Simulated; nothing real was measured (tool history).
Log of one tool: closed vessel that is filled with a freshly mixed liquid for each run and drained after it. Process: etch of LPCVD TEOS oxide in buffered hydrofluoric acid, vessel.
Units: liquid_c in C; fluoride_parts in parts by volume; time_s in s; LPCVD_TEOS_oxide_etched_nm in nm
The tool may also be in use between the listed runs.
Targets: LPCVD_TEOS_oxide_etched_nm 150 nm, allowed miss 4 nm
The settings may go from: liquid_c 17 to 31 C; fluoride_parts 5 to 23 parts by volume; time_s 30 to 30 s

Run 1, day 0: liquid_c 23 C, fluoride_parts 14 parts by volume, time_s 30 s. Result: LPCVD_TEOS_oxide_etched_nm 63.25 nm.
Run 2, day 0.154: liquid_c 26 C, fluoride_parts 14 parts by volume, time_s 30 s. Result: LPCVD_TEOS_oxide_etched_nm 74.376 nm.
Run 3, day 0.35: liquid_c 26 C, fluoride_parts 16.5 parts by volume, time_s 30 s. Result: LPCVD_TEOS_oxide_etched_nm 63.551 nm.
Run 4, day 0.667: liquid_c 26 C, fluoride_parts 13.5 parts by volume, time_s 30 s. Result: LPCVD_TEOS_oxide_etched_nm 77.355 nm.
At day 1.021: thermometer replaced.
Run 5, day 1.021: liquid_c 23 C, fluoride_parts 13.5 parts by volume, time_s 30 s. Result: LPCVD_TEOS_oxide_etched_nm 74.319 nm.
Run 6, day 1.188: liquid_c 23 C, fluoride_parts 13.5 parts by volume, time_s 30 s. Result: LPCVD_TEOS_oxide_etched_nm 72.771 nm.
Run 7, day 1.454: liquid_c 24.5 C, fluoride_parts 12 parts by volume, time_s 30 s. Result: LPCVD_TEOS_oxide_etched_nm 89.648 nm.
Run 8, day 1.596: liquid_c 26 C, fluoride_parts 11.5 parts by volume, time_s 30 s. Result: LPCVD_TEOS_oxide_etched_nm 102.32 nm.
Run 9, day 1.888: liquid_c 27 C, fluoride_parts 11 parts by volume, time_s 30 s. Result: LPCVD_TEOS_oxide_etched_nm 113.22 nm.
Run 10, day 2.083: liquid_c 28 C, fluoride_parts 11 parts by volume, time_s 30 s. Result: LPCVD_TEOS_oxide_etched_nm 116.61 nm.

Which of these 5 next moves meets every target?
Run A, day 2.279: liquid_c 27 C, fluoride_parts 7.5 parts by volume, time_s 30 s. Result: LPCVD_TEOS_oxide_etched_nm ?.
Run B, day 2.279: liquid_c 29 C, fluoride_parts 13 parts by volume, time_s 30 s. Result: LPCVD_TEOS_oxide_etched_nm ?.
Run C, day 2.279: liquid_c 27 C, fluoride_parts 9 parts by volume, time_s 30 s. Result: LPCVD_TEOS_oxide_etched_nm ?.
Run D, day 2.279: liquid_c 30 C, fluoride_parts 8.5 parts by volume, time_s 30 s. Result: LPCVD_TEOS_oxide_etched_nm ?.
Run E, day 2.279: liquid_c 27 C, fluoride_parts 8 parts by volume, time_s 30 s. Result: LPCVD_TEOS_oxide_etched_nm ?.

move  LPCVD_TEOS_oxide_etched_nm
   A                      160.74
   B                      106.35
   C                      131.94
   D                      164.53
   E                      149.91
A: takes the result that was furthest off past its target
B: further off than the last run
C: nearer than the last run, and not there yet
D: takes the result that was furthest off past its target
E: meets every target
Move E is the one to make.
